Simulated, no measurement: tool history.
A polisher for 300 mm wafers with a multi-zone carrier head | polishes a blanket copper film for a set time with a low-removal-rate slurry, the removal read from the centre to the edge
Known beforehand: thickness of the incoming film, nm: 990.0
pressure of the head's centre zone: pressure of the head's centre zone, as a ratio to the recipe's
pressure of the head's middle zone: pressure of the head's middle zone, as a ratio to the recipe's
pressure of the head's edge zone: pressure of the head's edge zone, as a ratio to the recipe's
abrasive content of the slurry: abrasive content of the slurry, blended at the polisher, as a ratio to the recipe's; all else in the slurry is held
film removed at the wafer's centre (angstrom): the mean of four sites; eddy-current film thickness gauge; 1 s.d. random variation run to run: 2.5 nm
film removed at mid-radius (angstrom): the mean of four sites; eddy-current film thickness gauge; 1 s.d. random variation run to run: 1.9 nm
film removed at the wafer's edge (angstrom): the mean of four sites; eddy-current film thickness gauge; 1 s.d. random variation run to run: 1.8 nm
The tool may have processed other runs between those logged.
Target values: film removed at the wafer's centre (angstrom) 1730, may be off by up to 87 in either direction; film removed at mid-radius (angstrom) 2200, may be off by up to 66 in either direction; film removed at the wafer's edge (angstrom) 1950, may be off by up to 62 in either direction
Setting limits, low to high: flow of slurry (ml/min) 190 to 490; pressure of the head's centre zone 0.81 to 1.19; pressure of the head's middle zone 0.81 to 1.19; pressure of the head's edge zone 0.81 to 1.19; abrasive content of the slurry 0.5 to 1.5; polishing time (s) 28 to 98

run  hour  flow of slurry (ml/min)  pressure of the head's centre zone  pressure of the head's middle zone  pressure of the head's edge zone  abrasive content of the slurry  polishing time (s)  film removed at the wafer's centre (angstrom)  film removed at mid-radius (angstrom)  film removed at the wafer's edge (angstrom)
  1     0                      315                                   1                                   1                                 1                               1                  63                                         1382.5                                 1463.1                                       1426.9
  2   1.3                      315                                   1                                1.08                                 1                               1                  63                                         1388.7                                 1549.1                                       1419.4
  3   6.1                      320                                0.99                                 1.1                              1.02                             1.1                  65                                           1474                                 1629.5                                         1507
  4   7.6                      320                                0.96                                1.12                              1.02                            1.15                  68                                         1488.5                                 1749.7                                       1578.3
  5  10.3                      320                                1.01                                1.12                              1.02                            1.15                  68                                         1597.6                                 1721.4                                       1568.5
  6  11.7                      325                                0.98                                1.14                              1.03                             1.2                  70                                         1587.8                                   1840                                       1683.6
  7  15.6                      335                                0.97                                1.15                              1.02                            1.25                  71                                         1603.1                                 1909.2                                       1684.7
  8  16.1                      340                                0.96                                1.16                              1.03                             1.3                  72                                         1649.9                                 1945.7                                       1731.1
  9  21.8                      340                                0.95                                1.17                              1.04                            1.35                  73                                           1632                                 2018.9                                       1751.6

Which one of the following 4 next-run settings gets every result inside its allowed miss? There is exactly one.
  A  27.5                      415                                0.93                                1.19                              0.92                            1.45                  76                                              ?                                      ?                                            ?
  B  27.5                      345                                0.88                                1.19                              0.84                            1.25                  84                                              ?                                      ?                                            ?
  C  27.5                      310                                1.09                                1.18                              0.98                            1.45                  65                                              ?                                      ?                                            ?
  D  27.5                      265                                0.92                                1.19                              1.06                            1.25                  82                                              ?                                      ?                                            ?

move  film removed at the wafer's centre (angstrom)  film removed at mid-radius (angstrom)  film removed at the wafer's edge (angstrom)
   A                                         1734.2                                 2186.1                                       1797.5
   B                                         1737.3                                 2319.3                                       1834.4
   C                                         1702.4                                 1819.5                                       1559.8
   D                                         1734.8                                 2218.1                                       1967.3
A: closes in on the targets versus the last run, not all within tolerance yet
B: closes in on the targets versus the last run, not all within tolerance yet
C: its largest miss is bigger than the last run's
D: all results in spec
Correct choice: D, which meets every target
